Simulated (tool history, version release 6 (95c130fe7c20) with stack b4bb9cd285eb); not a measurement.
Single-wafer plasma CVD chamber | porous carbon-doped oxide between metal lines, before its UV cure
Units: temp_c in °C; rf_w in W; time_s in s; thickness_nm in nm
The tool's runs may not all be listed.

run	hour	temp_c	rf_w	time_s	thickness_nm
1	0	320	565	21.6	118.09
2	7.1	320	515	21.6	106.98
3	13.3	320	485	21.6	100.91
4	16.5	314	530	21.6	114.76
5	17.5	309	550	21.6	121.8
6	18.2	305	565	21.6	128.86
7	26.8	302	575	21.6	133.56
8	34.6	300	580	21.6	135.84
9	39.2	299	585	21.6	137.62
10	41.7	299	585	21.6	137.82

Forecast run 11:
11	46.9	299	585	21.6	?

Run 11 yielded thickness_nm 137.55 nm.
